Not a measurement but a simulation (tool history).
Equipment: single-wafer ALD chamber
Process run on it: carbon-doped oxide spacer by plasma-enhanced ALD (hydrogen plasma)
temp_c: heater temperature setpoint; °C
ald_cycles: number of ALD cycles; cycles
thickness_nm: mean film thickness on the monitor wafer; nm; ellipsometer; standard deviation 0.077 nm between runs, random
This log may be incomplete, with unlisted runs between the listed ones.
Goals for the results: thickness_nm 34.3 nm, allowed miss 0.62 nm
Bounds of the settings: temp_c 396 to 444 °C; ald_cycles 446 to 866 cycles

run	hour	temp_c	ald_cycles	thickness_nm
1	0	420	656	31.61
2	7.1	430	656	30.577
3	9.2	435	656	30.156
4	18	435	623	28.556
5	22.4	435	544	25.007
6	25.3	435	596	27.292
7	28.2	432	608	28.116
8	30.5	430	618	28.751
9	37.3	428	627	29.418
10	43	426	634	29.988
11	49.9	424	639	30.263
12	55.3	422	646	30.924
13	60.8	420	650	31.169
14	64.7	419	655	31.739
15	74.7	417	658	31.975
16	81	416	661	32.066
17	85.2	415	664	32.368
18	94.7	414	667	32.623
19	100.7	413	669	32.842
20	109.8	412	671	33.226
21	113.5	411	672	33.165

Below are 4 possible settings for the next run. Only one of them brings all results inside the allowed miss of their targets. Which is it?
A	117.2	415	680	?
B	117.2	412	660	?
C	117.2	425	719	?
D	117.2	410	660	?

move	thickness_nm
A	33.313
B	32.632
C	34.139
D	32.831
A: moves toward the targets from the last run without getting all of them in spec
B: the biggest miss grows against the last run
C: hits every target within its allowed miss
D: the biggest miss grows against the last run
Answer: C
